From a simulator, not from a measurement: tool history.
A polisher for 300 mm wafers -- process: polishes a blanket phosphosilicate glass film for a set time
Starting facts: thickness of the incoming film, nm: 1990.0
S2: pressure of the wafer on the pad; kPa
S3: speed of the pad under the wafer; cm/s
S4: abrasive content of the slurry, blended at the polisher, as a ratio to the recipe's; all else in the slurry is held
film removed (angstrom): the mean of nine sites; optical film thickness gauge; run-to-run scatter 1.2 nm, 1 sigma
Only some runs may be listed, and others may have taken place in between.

Run 1, hour 0: flow of slurry (ml/min) 170, S2 17.2 kPa, S3 104 cm/s, S4 1, polishing time (s) 30. Result: film removed (angstrom) 2007.2.
Run 2, hour 7.3: flow of slurry (ml/min) 200, S2 17.2 kPa, S3 104 cm/s, S4 1, polishing time (s) 30. Result: film removed (angstrom) 2038.7.
Run 3, hour 16.2: flow of slurry (ml/min) 200, S2 16.5 kPa, S3 104 cm/s, S4 1, polishing time (s) 30. Result: film removed (angstrom) 1987.8.
Run 4, hour 20.3: flow of slurry (ml/min) 200, S2 16.5 kPa, S3 124 cm/s, S4 1, polishing time (s) 30. Result: film removed (angstrom) 2264.9.
Run 5, hour 23.1: flow of slurry (ml/min) 195, S2 15.2 kPa, S3 124 cm/s, S4 1, polishing time (s) 30. Result: film removed (angstrom) 2087.2.
Run 6, hour 27.2: flow of slurry (ml/min) 190, S2 14.5 kPa, S3 124 cm/s, S4 1, polishing time (s) 30. Result: film removed (angstrom) 2003.
Run 7, hour 35.7: flow of slurry (ml/min) 185, S2 13.8 kPa, S3 124 cm/s, S4 1, polishing time (s) 30. Result: film removed (angstrom) 1897.9.
Run 8, hour 39.8: flow of slurry (ml/min) 135, S2 10.3 kPa, S3 124 cm/s, S4 1, polishing time (s) 30. Result: film removed (angstrom) 1411.1.
Run 9, hour 46.3: flow of slurry (ml/min) 140, S2 10.3 kPa, S3 124 cm/s, S4 1, polishing time (s) 30. Result: film removed (angstrom) 1432.3.
Run 10, hour 52.1: flow of slurry (ml/min) 145, S2 10.3 kPa, S3 124 cm/s, S4 1, polishing time (s) 30. Result: film removed (angstrom) 1461.5.
Run 11, hour 58.6: flow of slurry (ml/min) 150, S2 10.3 kPa, S3 124 cm/s, S4 1, polishing time (s) 30. Result: film removed (angstrom) 1443.9.

For run 12, what comes out?
Run 12, hour 65.6: flow of slurry (ml/min) 155, S2 10.3 kPa, S3 124 cm/s, S4 1, polishing time (s) 30. Result: film removed (angstrom) ?.

film removed (angstrom): 1442.2

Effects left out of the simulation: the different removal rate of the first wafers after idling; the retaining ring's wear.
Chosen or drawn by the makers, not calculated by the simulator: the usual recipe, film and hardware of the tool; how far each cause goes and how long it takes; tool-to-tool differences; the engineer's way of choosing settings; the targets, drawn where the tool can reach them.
